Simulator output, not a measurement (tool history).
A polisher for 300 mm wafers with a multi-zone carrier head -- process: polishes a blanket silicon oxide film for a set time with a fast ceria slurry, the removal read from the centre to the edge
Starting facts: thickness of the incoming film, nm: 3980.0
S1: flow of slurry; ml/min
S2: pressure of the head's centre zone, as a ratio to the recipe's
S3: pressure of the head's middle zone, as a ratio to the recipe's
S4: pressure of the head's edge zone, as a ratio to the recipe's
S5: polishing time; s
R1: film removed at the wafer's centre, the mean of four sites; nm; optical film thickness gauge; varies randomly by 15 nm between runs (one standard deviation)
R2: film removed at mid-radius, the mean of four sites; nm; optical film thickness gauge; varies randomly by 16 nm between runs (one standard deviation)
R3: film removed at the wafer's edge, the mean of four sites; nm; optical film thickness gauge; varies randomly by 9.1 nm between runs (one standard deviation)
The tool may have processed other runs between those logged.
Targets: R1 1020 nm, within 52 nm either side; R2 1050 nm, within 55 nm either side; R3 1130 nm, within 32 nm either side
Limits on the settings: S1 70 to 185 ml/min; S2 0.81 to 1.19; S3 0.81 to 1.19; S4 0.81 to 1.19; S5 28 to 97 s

| run | hour | S1 | S2 | S3 | S4 | S5 | R1 | R2 | R3 |
|---|---|---|---|---|---|---|---|---|---|
| 1 | 0 | 120 | 1 | 1 | 1 | 62 | 1259.5 | 1273 | 1263.5 |
| 2 | 1.4 | 115 | 0.98 | 0.98 | 0.99 | 61 | 1230.4 | 1198.3 | 1246.3 |
| 3 | 4.4 | 115 | 0.92 | 0.98 | 0.99 | 61 | 1143.3 | 1201.5 | 1226 |
| 4 | 11.5 | 115 | 0.92 | 0.98 | 1.03 | 61 | 1147.8 | 1219.9 | 1250.3 |
| 5 | 14.8 | 115 | 0.92 | 0.93 | 1.03 | 61 | 1151.3 | 1178.9 | 1263.1 |
| 6 | 18 | 115 | 0.96 | 0.93 | 1.03 | 61 | 1220 | 1172.7 | 1252.4 |
| 7 | 25.4 | 110 | 0.94 | 0.93 | 1.02 | 60 | 1123.7 | 1119.9 | 1215.5 |
| 8 | 28.4 | 105 | 0.94 | 0.94 | 1.01 | 60 | 1109.7 | 1135.4 | 1200.7 |
| 9 | 31.2 | 100 | 0.94 | 0.93 | 1 | 60 | 1114.8 | 1150.2 | 1208.8 |
| 10 | 37.7 | 95 | 0.92 | 0.89 | 0.99 | 55 | 986.73 | 961.27 | 1092.8 |
| 11 | 45.1 | 95 | 0.92 | 0.9 | 1 | 55 | 971.61 | 988.44 | 1086.4 |

Which of these 4 next moves meets every target?
| A | 52.5 | 75 | 0.86 | 0.87 | 0.96 | 60 | ? | ? | ? |
| B | 52.5 | 90 | 0.93 | 0.84 | 0.99 | 57 | ? | ? | ? |
| C | 52.5 | 85 | 1.06 | 0.95 | 0.93 | 55 | ? | ? | ? |
| D | 52.5 | 165 | 0.89 | 0.9 | 1.03 | 52 | ? | ? | ? |

| move | R1 | R2 | R3 |
|---|---|---|---|
| A | 904.22 | 980.61 | 1101.1 |
| B | 990.49 | 958.81 | 1100.4 |
| C | 1070.2 | 995.58 | 1018.4 |
| D | 1007.6 | 1051.1 | 1121.9 |
A: brings the result that was furthest off to its target, and leaves another outside
B: brings the result that was furthest off to its target, and leaves another outside
C: lands further from the targets than the last run did
D: each result inside its tolerance
Move D is the one to make.
